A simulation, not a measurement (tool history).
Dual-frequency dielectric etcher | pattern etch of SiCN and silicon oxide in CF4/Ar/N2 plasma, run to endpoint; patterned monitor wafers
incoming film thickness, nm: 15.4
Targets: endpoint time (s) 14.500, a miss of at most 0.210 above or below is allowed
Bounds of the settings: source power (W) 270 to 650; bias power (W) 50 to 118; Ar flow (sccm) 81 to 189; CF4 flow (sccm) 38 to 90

run,day,source power (W),bias power (W),Ar flow (sccm),CF4 flow (sccm),endpoint time (s)
1,0.000,460,84,135,64,17.573
2,0.154,460,84,135,53,17.904
3,0.212,470,84,135,53,17.464
4,0.562,500,84,135,53,16.575
5,0.900,510,84,135,53,16.265
6,0.942,480,84,135,53,17.295
7,1.112,490,84,135,53,16.893
8,1.388,500,84,135,53,16.574
9,1.604,510,84,135,53,16.313
10,1.838,520,84,135,53,15.968
11,2.167,530,84,135,53,15.638
12,2.350,550,84,135,53,15.209

Pick the move, out of 5, that brings all results within their allowed miss; only one does.
A,2.533,540,84,136,49,?
B,2.533,490,103,156,52,?
C,2.533,520,78,121,57,?
D,2.533,560,73,143,54,?
E,2.533,560,87,126,52,?

move,endpoint time (s)
A,15.553
B,15.638
C,16.193
D,15.965
E,14.575
A: further off than the last run
B: further off than the last run
C: further off than the last run
D: further off than the last run
E: each result inside its tolerance
The move that meets every target is E.
